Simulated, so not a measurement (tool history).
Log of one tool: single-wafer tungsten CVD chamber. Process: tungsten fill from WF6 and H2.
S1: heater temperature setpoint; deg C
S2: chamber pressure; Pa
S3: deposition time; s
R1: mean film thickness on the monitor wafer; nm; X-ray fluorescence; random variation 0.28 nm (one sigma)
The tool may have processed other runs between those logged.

{"run": 1, "hour": 0.0, "S1": 385, "S2": 5333, "S3": 31, "R1": 88.094}
{"run": 2, "hour": 4.1, "S1": 385, "S2": 5333, "S3": 31, "R1": 89.048}
{"run": 3, "hour": 7.5, "S1": 385, "S2": 5333, "S3": 31, "R1": 88.899}
{"run": 4, "hour": 9.0, "S1": 385, "S2": 6279, "S3": 31, "R1": 94.713}
{"run": 5, "hour": 17.8, "S1": 385, "S2": 6279, "S3": 31, "R1": 94.379}
{"run": 6, "hour": 24.4, "S1": 385, "S2": 6946, "S3": 31, "R1": 98.365}

What does the tool deliver on the next run?
{"hour": 32.3, "done": "capacitance manometer re-zeroed and calibrated"}
{"run": 7, "hour": 32.3, "S1": 383, "S2": 6946, "S3": 31, "R1": "?"}

R1: 91.687 nm
